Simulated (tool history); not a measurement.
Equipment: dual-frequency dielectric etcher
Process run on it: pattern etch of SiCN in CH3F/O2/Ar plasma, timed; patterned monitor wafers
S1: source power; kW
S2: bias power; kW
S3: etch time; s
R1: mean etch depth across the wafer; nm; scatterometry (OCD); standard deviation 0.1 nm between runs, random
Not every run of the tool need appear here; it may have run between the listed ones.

run	hour	S1	S2	S3	R1
1	0.0	0.370	0.076	81.5	27.422
2	5.5	0.390	0.077	81.5	27.889
3	12.7	0.360	0.077	81.5	26.966
4	14.3	0.380	0.078	81.5	27.659
5	16.7	0.400	0.080	81.5	28.532
6	20.0	0.420	0.081	81.5	29.395
7	26.0	0.430	0.081	81.5	29.738

Predict the results of run 8:
8	27.2	0.440	0.081	81.5	?

R1: 30.068 nm

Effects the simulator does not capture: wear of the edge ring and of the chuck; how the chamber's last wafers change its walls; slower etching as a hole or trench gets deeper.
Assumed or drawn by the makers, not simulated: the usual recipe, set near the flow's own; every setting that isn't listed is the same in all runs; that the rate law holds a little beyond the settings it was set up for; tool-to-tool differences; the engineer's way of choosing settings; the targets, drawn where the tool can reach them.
